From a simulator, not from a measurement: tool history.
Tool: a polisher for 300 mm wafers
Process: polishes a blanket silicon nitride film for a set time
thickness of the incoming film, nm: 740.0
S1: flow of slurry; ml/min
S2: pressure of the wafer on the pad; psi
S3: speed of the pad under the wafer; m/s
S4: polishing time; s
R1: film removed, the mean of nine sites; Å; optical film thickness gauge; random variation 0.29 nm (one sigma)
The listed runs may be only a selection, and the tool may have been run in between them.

run 1 hour=0 | S1=195 S2=2.6 S3=1.14 S4=26 | R1=360.28
run 2 hour=5.6 | S1=195 S2=2.5 S3=1.14 S4=26 | R1=355.37
run 3 hour=11.9 | S1=195 S2=2.4 S3=1.14 S4=26 | R1=349.77
run 4 hour=18.1 | S1=195 S2=2.4 S3=1.14 S4=26 | R1=348.31
run 5 hour=21.7 | S1=195 S2=2.3 S3=1.14 S4=26 | R1=335.74
run 6 hour=23.3 | S1=195 S2=2.8 S3=1.14 S4=26 | R1=378.77
run 7 hour=28.5 | S1=195 S2=2.6 S3=1.12 S4=26 | R1=353.27
run 8 hour=31.4 | S1=195 S2=2.4 S3=1.12 S4=26 | R1=340.32

Run 9 has not been measured yet. What should we expect?
run 9 hour=35.3 | S1=195 S2=2.3 S3=1.12 S4=26 | R1=?

Run 9 produced R1 329.86 Å.
